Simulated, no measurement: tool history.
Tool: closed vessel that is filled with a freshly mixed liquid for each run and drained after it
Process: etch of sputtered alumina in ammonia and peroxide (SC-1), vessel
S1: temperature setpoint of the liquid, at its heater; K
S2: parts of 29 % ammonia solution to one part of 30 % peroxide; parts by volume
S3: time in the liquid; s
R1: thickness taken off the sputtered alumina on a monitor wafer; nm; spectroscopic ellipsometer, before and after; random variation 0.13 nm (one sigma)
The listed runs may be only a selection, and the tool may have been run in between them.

run 1 hour=0.0 | S1=329.15 S2=0.50 S3=160 | R1=15.002
run 2 hour=5.1 | S1=329.15 S2=0.45 S3=160 | R1=14.690
run 3 hour=5.6 | S1=329.15 S2=0.45 S3=160 | R1=14.951
run 4 hour=8.2 | S1=322.15 S2=0.45 S3=160 | R1=10.176
run 5 hour=17.1 | S1=324.65 S2=0.45 S3=160 | R1=11.631
run 6 hour=20.9 | S1=324.65 S2=0.60 S3=160 | R1=12.021
run 7 hour=26.1 | S1=328.65 S2=0.60 S3=160 | R1=14.927

Forecast run 8:
run 8 hour=29.7 | S1=331.15 S2=0.60 S3=160 | R1=?

R1: 16.970 nm
